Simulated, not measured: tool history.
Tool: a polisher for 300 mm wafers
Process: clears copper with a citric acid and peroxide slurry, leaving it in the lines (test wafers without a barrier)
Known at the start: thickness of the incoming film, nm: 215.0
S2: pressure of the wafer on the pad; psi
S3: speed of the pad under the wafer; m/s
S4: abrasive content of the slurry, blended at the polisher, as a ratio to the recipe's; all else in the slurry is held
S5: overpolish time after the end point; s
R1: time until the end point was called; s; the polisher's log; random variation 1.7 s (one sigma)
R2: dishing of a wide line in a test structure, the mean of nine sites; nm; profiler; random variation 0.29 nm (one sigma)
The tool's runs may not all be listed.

{"run": 1, "hour": 0.0, "flow of slurry (ml/min)": 225, "S2": 3.2, "S3": 1.32, "S4": 1, "S5": 26, "R1": 69.536, "R2": 48.999}
{"run": 2, "hour": 2.0, "flow of slurry (ml/min)": 225, "S2": 2.6, "S3": 1.36, "S4": 1, "S5": 20, "R1": 78.269, "R2": 36.053}
{"run": 3, "hour": 10.6, "flow of slurry (ml/min)": 220, "S2": 2.2, "S3": 1.36, "S4": 1, "S5": 16, "R1": 85.913, "R2": 26.84}
{"run": 4, "hour": 13.3, "flow of slurry (ml/min)": 190, "S2": 1.9, "S3": 1.4, "S4": 1.05, "S5": 13, "R1": 97.247, "R2": 20.586}
{"run": 5, "hour": 17.0, "flow of slurry (ml/min)": 170, "S2": 1.7, "S3": 1.52, "S4": 1.2, "S5": 11, "R1": 93.056, "R2": 17.495}
{"run": 6, "hour": 25.1, "flow of slurry (ml/min)": 170, "S2": 1.7, "S3": 1.52, "S4": 1.2, "S5": 8, "R1": 93.51, "R2": 13.186}
{"run": 7, "hour": 28.6, "flow of slurry (ml/min)": 175, "S2": 1.7, "S3": 1.52, "S4": 1.15, "S5": 8, "R1": 90.796, "R2": 12.524}
{"run": 8, "hour": 34.1, "flow of slurry (ml/min)": 175, "S2": 1.7, "S3": 1.52, "S4": 1.15, "S5": 8, "R1": 95.856, "R2": 12.792}

The next listed run, before its measurement:
{"run": 9, "hour": 42.3, "flow of slurry (ml/min)": 185, "S2": 1.8, "S3": 1.5, "S4": 1.15, "S5": 8, "R1": "?", "R2": "?"}

Run 9 gave R1 91.433 s, R2 13.394 nm.
